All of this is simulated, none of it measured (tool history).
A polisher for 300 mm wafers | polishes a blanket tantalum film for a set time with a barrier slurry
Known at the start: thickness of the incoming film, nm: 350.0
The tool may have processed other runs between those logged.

run	hour	flow of slurry (ml/min)	pressure of the wafer on the pad (kPa)	speed of the pad under the wafer (cm/s)	abrasive content of the slurry	polishing time (s)	film removed (Å)
1	0	290	13.8	116	1	87	1817.2
2	7	290	13.8	132	1	87	2029.3
3	9.7	290	12.4	132	1	87	1879.8
4	12.8	290	12.4	132	1	87	1826.2
5	15.1	290	12.4	132	1	87	1831.7
6	20.9	290	12.4	132	1	92	1977
7	26	290	13.1	132	1	92	2057.1

What does the tool deliver on the next run?
8	34.9	290	13.1	132	1	92	?

{"run 8": {"film removed (Å)": 2058.3}}
